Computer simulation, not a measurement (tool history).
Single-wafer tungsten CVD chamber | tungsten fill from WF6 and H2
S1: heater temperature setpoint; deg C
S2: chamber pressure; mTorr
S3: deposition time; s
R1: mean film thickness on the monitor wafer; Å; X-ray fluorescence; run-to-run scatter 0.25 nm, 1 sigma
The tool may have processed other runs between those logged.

Run 1, hour 0.0: S1 390 deg C, S2 46300 mTorr, S3 40.3 s. Result: R1 1281.5 Å.
Run 2, hour 6.6: S1 390 deg C, S2 46300 mTorr, S3 41.6 s. Result: R1 1316.4 Å.
Run 3, hour 10.8: S1 394 deg C, S2 46300 mTorr, S3 41.6 s. Result: R1 1418.6 Å.
Run 4, hour 13.4: S1 392 deg C, S2 46200 mTorr, S3 41.6 s. Result: R1 1366.7 Å.
Run 5, hour 17.1: S1 392 deg C, S2 51800 mTorr, S3 41.6 s. Result: R1 1441.3 Å.
Run 6, hour 24.1: S1 392 deg C, S2 51800 mTorr, S3 41.6 s. Result: R1 1439.3 Å.
Run 7, hour 31.3: S1 380 deg C, S2 50900 mTorr, S3 41.6 s. Result: R1 1156.1 Å.

Estimate the outcome of run 8 from the log above:
Run 8, hour 34.7: S1 379 deg C, S2 50900 mTorr, S3 41.6 s. Result: R1 ?.

For run 8 the tool returned R1 1136.7 Å.
